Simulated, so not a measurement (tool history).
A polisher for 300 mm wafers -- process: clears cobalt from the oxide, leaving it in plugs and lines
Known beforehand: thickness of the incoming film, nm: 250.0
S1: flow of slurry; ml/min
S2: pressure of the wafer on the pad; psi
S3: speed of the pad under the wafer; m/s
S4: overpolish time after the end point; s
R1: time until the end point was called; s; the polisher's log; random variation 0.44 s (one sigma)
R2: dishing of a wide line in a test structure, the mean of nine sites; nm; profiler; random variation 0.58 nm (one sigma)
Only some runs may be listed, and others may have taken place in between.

run,hour,S1,S2,S3,S4,R1,R2
1,0.0,320,2.4,1.24,19,28.948,73.153
2,7.5,320,2.4,1.24,23,29.736,75.462
3,10.8,315,2.3,1.24,20,30.891,74.082
4,14.2,315,2.1,1.24,20,32.814,68.986
5,16.5,350,1.9,1.32,17,34.528,67.469
6,20.1,350,1.9,1.32,10,34.373,50.656
7,28.2,320,2.1,1.24,9,33.276,46.580
8,32.1,305,2.2,1.24,8,31.110,44.491
9,38.1,295,2.2,1.24,8,31.625,44.433

What does the tool deliver on the next run?
10,39.1,285,2.3,1.24,8,?,?

R1: 30.256 s
R2: 45.632 nm
